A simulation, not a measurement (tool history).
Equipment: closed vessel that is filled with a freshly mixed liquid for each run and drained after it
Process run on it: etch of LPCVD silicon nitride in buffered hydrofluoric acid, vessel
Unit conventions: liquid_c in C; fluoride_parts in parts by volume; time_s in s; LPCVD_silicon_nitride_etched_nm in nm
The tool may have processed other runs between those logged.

run  hour  liquid_c  fluoride_parts  time_s  LPCVD_silicon_nitride_etched_nm
  1   0.0      22.0            21.0     520                           3.4573
  2   0.5      20.5            21.0     520                           3.1364
  3   4.0      20.0            21.0     520                           3.0856
  4   7.6      20.0            21.0     520                           3.0350
  5  12.5      20.0            24.5     520                           2.7797
  6  19.2      20.0            24.5     315                           1.7086
  7  24.3      20.5            24.5     315                           1.7386
  8  24.8      21.5            24.5     315                           1.8573
  9  30.2      21.5            24.5     315                           1.8414

For run 10, what comes out?
 10  39.0      25.5            24.0     315                                ?

{"run 10": {"LPCVD_silicon_nitride_etched_nm": 2.313}}
